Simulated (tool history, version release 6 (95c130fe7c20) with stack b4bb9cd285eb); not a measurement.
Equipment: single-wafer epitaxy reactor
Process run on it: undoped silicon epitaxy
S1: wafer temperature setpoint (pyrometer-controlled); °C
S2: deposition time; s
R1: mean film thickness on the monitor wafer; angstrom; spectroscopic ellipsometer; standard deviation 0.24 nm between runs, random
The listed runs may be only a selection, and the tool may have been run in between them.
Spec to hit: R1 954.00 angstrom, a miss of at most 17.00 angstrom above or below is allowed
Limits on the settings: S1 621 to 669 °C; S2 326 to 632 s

run,hour,S1,S2,R1
1,0.0,645,479,764.54
2,7.4,646,479,776.03
3,14.0,647,479,794.90
4,19.8,648,479,808.62
5,20.5,639,479,680.67
6,24.2,641,479,704.48
7,32.9,643,479,734.42
8,37.2,645,479,764.64
9,43.0,645,479,760.94
10,50.3,647,479,794.75
11,53.0,648,479,813.25
12,53.5,649,479,825.95
13,56.9,650,479,842.42
14,65.5,651,479,858.72
15,72.7,652,479,876.40
16,78.2,653,479,894.41
17,79.7,655,479,931.02
18,85.0,655,479,923.52

Exactly one of the 5 candidate moves below puts every result within its allowed miss. Which one?
A,90.3,652,496,?
B,90.3,659,422,?
C,90.3,653,516,?
D,90.3,657,439,?
E,90.3,643,578,?

move,R1
A,908.02
B,882.44
C,962.86
D,883.92
E,889.49
A: moves away from the targets compared with the last run
B: moves away from the targets compared with the last run
C: every result within its allowed miss
D: moves away from the targets compared with the last run
E: moves away from the targets compared with the last run
So the answer is move C, the one that meets all the targets.

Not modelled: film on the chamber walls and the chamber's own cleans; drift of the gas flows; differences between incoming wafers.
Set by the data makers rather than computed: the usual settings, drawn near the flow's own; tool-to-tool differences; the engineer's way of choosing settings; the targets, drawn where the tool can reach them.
